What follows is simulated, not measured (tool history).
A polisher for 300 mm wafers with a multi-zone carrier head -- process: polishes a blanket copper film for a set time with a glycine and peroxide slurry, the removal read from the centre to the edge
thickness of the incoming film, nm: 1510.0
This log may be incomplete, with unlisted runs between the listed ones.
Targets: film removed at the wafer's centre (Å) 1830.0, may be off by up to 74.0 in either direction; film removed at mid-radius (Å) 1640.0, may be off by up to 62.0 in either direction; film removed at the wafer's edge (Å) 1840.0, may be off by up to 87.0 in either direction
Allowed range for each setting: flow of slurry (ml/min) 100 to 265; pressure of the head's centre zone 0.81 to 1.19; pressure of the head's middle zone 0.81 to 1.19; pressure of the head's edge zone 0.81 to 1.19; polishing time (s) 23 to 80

| run | hour | flow of slurry (ml/min) | pressure of the head's centre zone | pressure of the head's middle zone | pressure of the head's edge zone | polishing time (s) | film removed at the wafer's centre (Å) | film removed at mid-radius (Å) | film removed at the wafer's edge (Å) |
|---|---|---|---|---|---|---|---|---|---|
| 1 | 0.0 | 170 | 1.00 | 1.00 | 1.00 | 51 | 2850.0 | 2877.8 | 2875.2 |
| 2 | 5.2 | 170 | 1.00 | 1.00 | 1.06 | 51 | 2850.4 | 2956.5 | 3020.0 |
| 3 | 11.1 | 165 | 0.99 | 0.97 | 1.03 | 48 | 2609.3 | 2625.0 | 2741.6 |
| 4 | 17.5 | 160 | 0.98 | 0.95 | 1.00 | 46 | 2520.5 | 2515.6 | 2634.9 |
| 5 | 22.8 | 160 | 0.98 | 0.93 | 0.99 | 43 | 2309.2 | 2309.8 | 2429.8 |
| 6 | 30.4 | 200 | 0.98 | 0.93 | 0.99 | 43 | 2442.2 | 2381.5 | 2557.7 |
| 7 | 32.4 | 195 | 0.98 | 0.91 | 0.98 | 41 | 2371.5 | 2212.5 | 2379.8 |
| 8 | 35.3 | 190 | 0.97 | 0.90 | 0.97 | 40 | 2219.4 | 2148.8 | 2317.0 |

5 candidate next runs follow, results not yet known. Just one meets every target within its allowed miss. Identify it.
| A | 38.2 | 165 | 1.12 | 0.81 | 0.93 | 30 | ? | ? | ? |
| B | 38.2 | 180 | 1.19 | 0.90 | 0.87 | 31 | ? | ? | ? |
| C | 38.2 | 125 | 0.98 | 1.02 | 0.83 | 33 | ? | ? | ? |
| D | 38.2 | 155 | 0.96 | 0.87 | 0.99 | 32 | ? | ? | ? |
| E | 38.2 | 155 | 1.00 | 0.84 | 0.94 | 33 | ? | ? | ? |

| move | film removed at the wafer's centre (Å) | film removed at mid-radius (Å) | film removed at the wafer's edge (Å) |
|---|---|---|---|
| A | 1791.3 | 1441.7 | 1663.0 |
| B | 1979.6 | 1641.7 | 1684.1 |
| C | 1653.9 | 1785.0 | 1656.7 |
| D | 1669.8 | 1605.6 | 1809.4 |
| E | 1777.1 | 1611.3 | 1821.3 |
A: moves the result that the last run missed by most past its target, out the other side
B: the worst result of the last run now meets its target, but another is out of spec
C: closes in on the targets versus the last run, not all within tolerance yet
D: the worst result of the last run now meets its target, but another is out of spec
E: each result inside its tolerance
Go with E: it meets all targets.
